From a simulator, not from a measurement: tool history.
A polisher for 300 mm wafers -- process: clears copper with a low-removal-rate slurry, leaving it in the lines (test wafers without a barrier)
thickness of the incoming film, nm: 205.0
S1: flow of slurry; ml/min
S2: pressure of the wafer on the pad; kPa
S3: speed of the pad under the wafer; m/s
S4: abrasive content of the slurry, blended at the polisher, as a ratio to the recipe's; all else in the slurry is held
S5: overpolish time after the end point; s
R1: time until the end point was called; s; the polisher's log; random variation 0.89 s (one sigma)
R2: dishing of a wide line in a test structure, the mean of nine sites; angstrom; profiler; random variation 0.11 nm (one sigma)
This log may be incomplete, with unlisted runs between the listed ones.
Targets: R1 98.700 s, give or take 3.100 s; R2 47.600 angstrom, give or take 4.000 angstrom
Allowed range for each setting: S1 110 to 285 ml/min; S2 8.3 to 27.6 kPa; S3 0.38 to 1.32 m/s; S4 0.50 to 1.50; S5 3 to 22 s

run  hour   S1    S2    S3    S4  S5       R1       R2
  1   0.0  180  17.9  0.84  1.00  11  101.730  158.880
  2   0.6  150  17.9  0.84  1.00  11  106.180  159.830
  3   1.4  190  16.5  0.86  1.00   9  102.310  131.540
  4  10.4  190  16.5  0.86  1.20   9   97.584  131.880
  5  12.5  220  14.5  0.88  1.30   7  102.070  111.710
  6  15.6  245  14.5  0.88  1.30   7   98.875  102.200
  7  19.0  255  15.9  0.82  1.15   6  103.090   91.006
  8  26.0  265  16.5  0.78  1.25   5  102.110   74.134
  9  28.6  285  18.6  0.64  1.50   3  108.400   42.678
 10  35.0  285  19.3  0.64  1.50   3  106.120   44.384
 11  37.4  285  20.7  0.64  1.50   3  102.350   46.722

Of the 4 settings listed for the next run, only one would bring every result within its allowed miss of target. Which one?
  A  39.8  275  20.7  0.60  1.50   3   ?   ?
  B  39.8  285  22.1  0.58  1.50   3   ?   ?
  C  39.8  265  22.8  0.60  1.30   3   ?   ?
  D  39.8  265  19.3  0.70  1.50   3   ?   ?

move       R1      R2
   A  107.900  42.946
   B  106.250  43.615
   C  105.140  44.072
   D   98.436  46.992
A: the biggest miss grows against the last run
B: the biggest miss grows against the last run
C: the biggest miss grows against the last run
D: every result within its allowed miss
D meets every target.
